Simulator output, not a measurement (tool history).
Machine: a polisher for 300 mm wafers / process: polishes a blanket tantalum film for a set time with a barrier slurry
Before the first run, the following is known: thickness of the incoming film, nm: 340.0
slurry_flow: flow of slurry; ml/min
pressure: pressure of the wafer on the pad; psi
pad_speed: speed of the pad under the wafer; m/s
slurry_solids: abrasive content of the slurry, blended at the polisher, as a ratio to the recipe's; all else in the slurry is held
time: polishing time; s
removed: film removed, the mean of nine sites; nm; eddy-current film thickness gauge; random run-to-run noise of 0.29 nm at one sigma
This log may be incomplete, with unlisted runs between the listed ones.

run	day	slurry_flow	pressure	pad_speed	slurry_solids	time	removed
1	0.000	305	2.1	0.96	1.00	33	48.661
2	0.375	305	1.9	0.96	1.00	33	45.452
3	0.746	305	1.7	0.96	1.00	33	40.492
4	0.954	305	1.7	0.96	1.20	33	42.627
# day 1.258: slurry nozzle cleaned
5	1.258	305	1.7	0.96	1.35	33	45.644
6	1.471	305	1.5	0.96	1.35	33	40.525
7	1.775	305	1.4	0.96	1.35	33	37.885

Run 8 has not been measured yet. What should we expect?
8	1.929	305	1.3	0.96	1.35	33	?

{"run 8": {"removed": 35.549}}
